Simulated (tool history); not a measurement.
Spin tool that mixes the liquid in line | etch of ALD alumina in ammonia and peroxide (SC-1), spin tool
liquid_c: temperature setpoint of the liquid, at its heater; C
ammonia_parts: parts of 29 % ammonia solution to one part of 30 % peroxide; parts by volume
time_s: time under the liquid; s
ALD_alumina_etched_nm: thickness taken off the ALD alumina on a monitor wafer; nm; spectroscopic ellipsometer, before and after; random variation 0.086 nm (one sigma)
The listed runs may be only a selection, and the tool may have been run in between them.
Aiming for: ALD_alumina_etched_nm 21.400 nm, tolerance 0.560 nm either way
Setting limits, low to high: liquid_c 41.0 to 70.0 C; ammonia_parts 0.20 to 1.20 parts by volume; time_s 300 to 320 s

{"run": 1, "hour": 0.0, "liquid_c": 57.0, "ammonia_parts": 0.9, "time_s": 300, "ALD_alumina_etched_nm": 30.284}
{"run": 2, "hour": 3.2, "liquid_c": 55.0, "ammonia_parts": 0.9, "time_s": 300, "ALD_alumina_etched_nm": 27.332}
{"run": 3, "hour": 9.1, "liquid_c": 53.5, "ammonia_parts": 0.9, "time_s": 300, "ALD_alumina_etched_nm": 25.229}
{"run": 4, "hour": 13.0, "liquid_c": 47.0, "ammonia_parts": 0.9, "time_s": 300, "ALD_alumina_etched_nm": 17.628}
{"run": 5, "hour": 13.9, "liquid_c": 47.0, "ammonia_parts": 0.9, "time_s": 300, "ALD_alumina_etched_nm": 17.554}
{"run": 6, "hour": 17.6, "liquid_c": 47.0, "ammonia_parts": 1.05, "time_s": 300, "ALD_alumina_etched_nm": 17.873}
{"run": 7, "hour": 18.2, "liquid_c": 48.0, "ammonia_parts": 1.05, "time_s": 300, "ALD_alumina_etched_nm": 18.841}
{"run": 8, "hour": 26.6, "liquid_c": 51.0, "ammonia_parts": 1.05, "time_s": 300, "ALD_alumina_etched_nm": 22.303}

Next run, 5 choices. One meets every target within its allowed miss, the rest don't. Which?
{"run": "A", "hour": 35.0, "liquid_c": 48.0, "ammonia_parts": 1.15, "time_s": 320, "ALD_alumina_etched_nm": "?"}
{"run": "B", "hour": 35.0, "liquid_c": 49.5, "ammonia_parts": 0.95, "time_s": 315, "ALD_alumina_etched_nm": "?"}
{"run": "C", "hour": 35.0, "liquid_c": 49.5, "ammonia_parts": 1.05, "time_s": 300, "ALD_alumina_etched_nm": "?"}
{"run": "D", "hour": 35.0, "liquid_c": 49.0, "ammonia_parts": 1.2, "time_s": 300, "ALD_alumina_etched_nm": "?"}
{"run": "E", "hour": 35.0, "liquid_c": 51.5, "ammonia_parts": 1.1, "time_s": 305, "ALD_alumina_etched_nm": "?"}

move=A ALD_alumina_etched_nm=20.339
move=B ALD_alumina_etched_nm=21.365
move=C ALD_alumina_etched_nm=20.542
move=D ALD_alumina_etched_nm=20.238
move=E ALD_alumina_etched_nm=23.406
A: takes the result that was furthest off past its target
B: hits every target within its allowed miss
C: takes the result that was furthest off past its target
D: takes the result that was furthest off past its target
E: the biggest miss grows against the last run
B is the move that brings every result within its allowed miss.

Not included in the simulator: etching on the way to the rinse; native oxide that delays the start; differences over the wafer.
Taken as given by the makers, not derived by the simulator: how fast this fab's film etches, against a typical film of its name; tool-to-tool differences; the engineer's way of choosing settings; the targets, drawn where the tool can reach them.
